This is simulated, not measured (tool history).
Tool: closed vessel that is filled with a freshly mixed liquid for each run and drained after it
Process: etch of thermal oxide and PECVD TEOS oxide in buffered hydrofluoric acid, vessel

run    day  temperature setpoint of the liquid (C)  parts of 40 % ammonium fluoride to one part of 49 % hydrofluoric acid (parts by volume)  time in the liquid (s)  thickness taken off the thermal oxide on a monitor wafer (angstrom)  thickness taken off the PECVD TEOS oxide on a monitor wafer (angstrom)
  1  0.000                                    25.0                                                                                     10.0                      60                                                               723.12                                                                  1894.4
  2  0.267                                    25.0                                                                                     10.0                      85                                                              1016.20                                                                  2707.4
  3  0.408                                    25.0                                                                                     12.0                      85                                                               860.03                                                                  2247.7
  4  0.450                                    21.5                                                                                     12.0                      85                                                               707.16                                                                  1852.9
  5  0.529                                    19.0                                                                                     12.0                      85                                                               616.61                                                                  1641.3
  6  0.746                                    19.0                                                                                     12.0                      60                                                               439.77                                                                  1135.7
  7  1.112                                    20.0                                                                                     12.0                      60                                                               461.34                                                                  1218.1

Expected results for the next run?
  8  1.392                                    21.0                                                                                     12.0                      60                                                                    ?                                                                       ?

{"run 8": {"thickness taken off the thermal oxide on a monitor wafer (angstrom)": 486.47, "thickness taken off the PECVD TEOS oxide on a monitor wafer (angstrom)": 1281.8}}
